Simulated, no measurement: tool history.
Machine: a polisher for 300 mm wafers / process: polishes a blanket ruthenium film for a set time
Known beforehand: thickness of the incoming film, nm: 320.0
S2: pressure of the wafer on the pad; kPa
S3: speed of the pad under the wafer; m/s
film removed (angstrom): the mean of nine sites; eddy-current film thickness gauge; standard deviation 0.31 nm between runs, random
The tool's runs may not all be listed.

{"run": 1, "hour": 0.0, "flow of slurry (ml/min)": 235, "S2": 17.9, "S3": 0.9, "polishing time (s)": 44, "film removed (angstrom)": 536.67}
{"run": 2, "hour": 0.7, "flow of slurry (ml/min)": 180, "S2": 17.9, "S3": 0.9, "polishing time (s)": 44, "film removed (angstrom)": 521.04}
{"run": 3, "hour": 5.3, "flow of slurry (ml/min)": 180, "S2": 17.9, "S3": 1.1, "polishing time (s)": 44, "film removed (angstrom)": 635.68}
{"run": 4, "hour": 8.9, "flow of slurry (ml/min)": 180, "S2": 16.5, "S3": 1.1, "polishing time (s)": 44, "film removed (angstrom)": 583.92}
{"run": 5, "hour": 9.6, "flow of slurry (ml/min)": 180, "S2": 15.2, "S3": 1.1, "polishing time (s)": 44, "film removed (angstrom)": 540.83}
{"run": 6, "hour": 11.0, "flow of slurry (ml/min)": 155, "S2": 15.2, "S3": 1.1, "polishing time (s)": 44, "film removed (angstrom)": 532.37}

Run 7, settings as shown, results not yet in. Your forecast:
{"run": 7, "hour": 13.1, "flow of slurry (ml/min)": 155, "S2": 14.5, "S3": 1.1, "polishing time (s)": 44, "film removed (angstrom)": "?"}

Run 7 gave film removed (angstrom) 507.06.
